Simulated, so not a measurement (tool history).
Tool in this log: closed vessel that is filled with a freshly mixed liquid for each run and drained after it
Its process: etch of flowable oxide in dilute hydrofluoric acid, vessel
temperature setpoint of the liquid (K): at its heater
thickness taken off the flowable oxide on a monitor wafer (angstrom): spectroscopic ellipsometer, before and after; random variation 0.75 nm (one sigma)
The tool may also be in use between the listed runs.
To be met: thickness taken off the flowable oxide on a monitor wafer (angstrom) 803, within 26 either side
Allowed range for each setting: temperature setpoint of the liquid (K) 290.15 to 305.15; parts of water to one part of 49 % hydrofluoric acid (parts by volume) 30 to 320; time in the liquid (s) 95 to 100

| run | hour | temperature setpoint of the liquid (K) | parts of water to one part of 49 % hydrofluoric acid (parts by volume) | time in the liquid (s) | thickness taken off the flowable oxide on a monitor wafer (angstrom) |
|---|---|---|---|---|---|
| 1 | 0 | 297.15 | 175 | 95 | 260.61 |
| 2 | 8 | 297.15 | 175 | 95 | 263.28 |
| 3 | 9.3 | 297.15 | 130 | 95 | 362.51 |
| 4 | 13.8 | 297.15 | 130 | 100 | 390.1 |
| 5 | 19.1 | 295.65 | 130 | 100 | 364.4 |
| 6 | 23.5 | 295.65 | 130 | 95 | 346.64 |
|  | 32.2 | thermometer replaced |
| 7 | 32.2 | 295.65 | 130 | 95 | 322.35 |
| 8 | 34.4 | 297.15 | 120 | 95 | 375.38 |
| 9 | 36.3 | 298.15 | 105 | 95 | 450.65 |
| 10 | 41.9 | 299.15 | 100 | 95 | 502.57 |
| 11 | 47.9 | 300.15 | 95 | 95 | 562.75 |
| 12 | 55.2 | 301.15 | 95 | 95 | 579.48 |
| 13 | 62.9 | 301.65 | 90 | 95 | 618.78 |
| 14 | 71.5 | 301.65 | 90 | 95 | 613.63 |
| 15 | 72.3 | 302.15 | 90 | 95 | 638.7 |
| 16 | 76.7 | 305.15 | 70 | 95 | 940.1 |
| 17 | 79.4 | 304.65 | 70 | 95 | 911.3 |

Exercise: of the 4 proposed moves below, exactly one satisfies all targets within the stated allowed misses. Which move is it?
| A | 82.1 | 304.65 | 75 | 100 | ? |
| B | 82.1 | 304.15 | 85 | 95 | ? |
| C | 82.1 | 305.15 | 85 | 100 | ? |
| D | 82.1 | 304.65 | 65 | 100 | ? |

| move | thickness taken off the flowable oxide on a monitor wafer (angstrom) |
|---|---|
| A | 891.06 |
| B | 722.01 |
| C | 789.04 |
| D | 1044.1 |
A: an improvement on the last run, though not all results are within tolerance
B: the result that was furthest off in the last run now lies on the other side of its target
C: each result inside its tolerance
D: misses by more than the last run did
The right move is C.
